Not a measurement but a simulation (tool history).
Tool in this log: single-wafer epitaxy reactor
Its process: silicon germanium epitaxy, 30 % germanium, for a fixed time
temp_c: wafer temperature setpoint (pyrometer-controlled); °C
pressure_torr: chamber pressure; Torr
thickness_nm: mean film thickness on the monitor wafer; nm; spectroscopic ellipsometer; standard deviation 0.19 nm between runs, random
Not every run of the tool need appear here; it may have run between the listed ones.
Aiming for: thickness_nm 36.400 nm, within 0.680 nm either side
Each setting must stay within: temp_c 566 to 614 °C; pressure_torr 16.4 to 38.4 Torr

Run 1, hour 0.0: temp_c 590 °C, pressure_torr 27.4 Torr. Result: thickness_nm 48.702 nm.
Run 2, hour 3.7: temp_c 587 °C, pressure_torr 27.3 Torr. Result: thickness_nm 46.173 nm.
Run 3, hour 8.0: temp_c 592 °C, pressure_torr 27.3 Torr. Result: thickness_nm 50.210 nm.
Run 4, hour 15.0: temp_c 589 °C, pressure_torr 27.2 Torr. Result: thickness_nm 47.467 nm.
Run 5, hour 17.0: temp_c 595 °C, pressure_torr 27.2 Torr. Result: thickness_nm 52.189 nm.
Run 6, hour 19.6: temp_c 591 °C, pressure_torr 27.1 Torr. Result: thickness_nm 49.416 nm.
Run 7, hour 23.8: temp_c 591 °C, pressure_torr 27.1 Torr. Result: thickness_nm 49.049 nm.
Run 8, hour 26.5: temp_c 588 °C, pressure_torr 27.0 Torr. Result: thickness_nm 46.944 nm.
Run 9, hour 31.4: temp_c 585 °C, pressure_torr 26.9 Torr. Result: thickness_nm 44.159 nm.
Run 10, hour 34.0: temp_c 583 °C, pressure_torr 26.9 Torr. Result: thickness_nm 42.969 nm.
Run 11, hour 42.6: temp_c 581 °C, pressure_torr 26.9 Torr. Result: thickness_nm 41.246 nm.
Run 12, hour 51.1: temp_c 580 °C, pressure_torr 26.9 Torr. Result: thickness_nm 40.647 nm.
Run 13, hour 55.8: temp_c 579 °C, pressure_torr 26.9 Torr. Result: thickness_nm 40.262 nm.
Run 14, hour 59.4: temp_c 578 °C, pressure_torr 26.9 Torr. Result: thickness_nm 39.434 nm.

Below are 4 possible settings for the next run. Only one of them brings all results inside the allowed miss of their targets. Which is it?
Run A, hour 63.0: temp_c 571 °C, pressure_torr 28.9 Torr. Result: thickness_nm ?.
Run B, hour 63.0: temp_c 589 °C, pressure_torr 24.1 Torr. Result: thickness_nm ?.
Run C, hour 63.0: temp_c 569 °C, pressure_torr 28.0 Torr. Result: thickness_nm ?.
Run D, hour 63.0: temp_c 571 °C, pressure_torr 27.1 Torr. Result: thickness_nm ?.

move  thickness_nm
   A        36.535
   B        44.223
   C        34.652
   D        35.166
A: all results land within tolerance of their targets
B: lands further from the targets than the last run did
C: the result that was furthest off in the last run now lies on the other side of its target
D: the result that was furthest off in the last run now lies on the other side of its target
A meets every target.
